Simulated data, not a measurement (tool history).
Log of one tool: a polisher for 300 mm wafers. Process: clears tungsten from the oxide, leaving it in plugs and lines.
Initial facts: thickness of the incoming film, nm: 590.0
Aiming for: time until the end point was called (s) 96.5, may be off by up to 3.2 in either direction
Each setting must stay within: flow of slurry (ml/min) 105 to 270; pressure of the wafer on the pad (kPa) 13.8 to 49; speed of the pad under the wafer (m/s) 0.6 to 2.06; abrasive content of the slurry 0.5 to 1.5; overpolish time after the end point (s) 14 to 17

run	day	flow of slurry (ml/min)	pressure of the wafer on the pad (kPa)	speed of the pad under the wafer (m/s)	abrasive content of the slurry	overpolish time after the end point (s)	time until the end point was called (s)
1	0	175	31	1.32	1	17	77.146
2	0.171	170	29.6	1.32	1	17	78.139
3	0.271	170	28.3	1.32	1	17	84.15
4	0.504	170	28.3	1.32	0.9	17	84.736
5	0.533	170	28.3	1.32	0.9	14	86.843
6	0.838	170	28.3	1.32	0.9	17	85.58
7	0.992	170	27.6	1.32	0.9	17	88.207
8	1.192	170	26.9	1.32	0.9	17	90.256
9	1.479	170	26.2	1.32	0.9	17	93.381

5 candidate next runs follow, results not yet known. Just one meets every target within its allowed miss. Identify it.
A	1.767	175	33.8	1.08	0.8	17	?
B	1.767	180	29.6	1.32	0.75	14	?
C	1.767	190	25.5	1.2	1.25	14	?
D	1.767	195	26.2	1.24	1.1	17	?
E	1.767	200	29	1.2	0.75	16	?

move	time until the end point was called (s)
A	89.72
B	88.931
C	90.249
D	89.497
E	96.334
A: lands further from the targets than the last run did
B: lands further from the targets than the last run did
C: lands further from the targets than the last run did
D: lands further from the targets than the last run did
E: each result inside its tolerance
E meets every target.
